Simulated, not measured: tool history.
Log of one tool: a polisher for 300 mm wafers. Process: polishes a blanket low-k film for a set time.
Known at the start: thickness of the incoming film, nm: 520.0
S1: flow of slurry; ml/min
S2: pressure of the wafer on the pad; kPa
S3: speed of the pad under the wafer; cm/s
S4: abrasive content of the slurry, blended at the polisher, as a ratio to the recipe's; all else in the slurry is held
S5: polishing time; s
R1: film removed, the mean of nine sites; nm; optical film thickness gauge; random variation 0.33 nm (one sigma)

run	hour	S1	S2	S3	S4	S5	R1
1	0.0	190	16.5	82	1.0	59	27.597
2	7.8	200	18.6	84	1.0	59	31.444
3	11.1	200	14.5	84	1.0	59	24.861
4	18.2	200	17.2	86	1.0	59	29.939
5	19.0	205	19.3	88	1.0	59	34.092
6	25.7	205	20.7	90	1.0	59	36.635
7	28.3	205	20.7	90	1.0	59	36.793
8	30.9	210	22.1	92	1.0	59	39.980

The next listed run, before its measurement:
9	37.1	210	22.8	94	1.0	59	?

R1: 41.789 nm

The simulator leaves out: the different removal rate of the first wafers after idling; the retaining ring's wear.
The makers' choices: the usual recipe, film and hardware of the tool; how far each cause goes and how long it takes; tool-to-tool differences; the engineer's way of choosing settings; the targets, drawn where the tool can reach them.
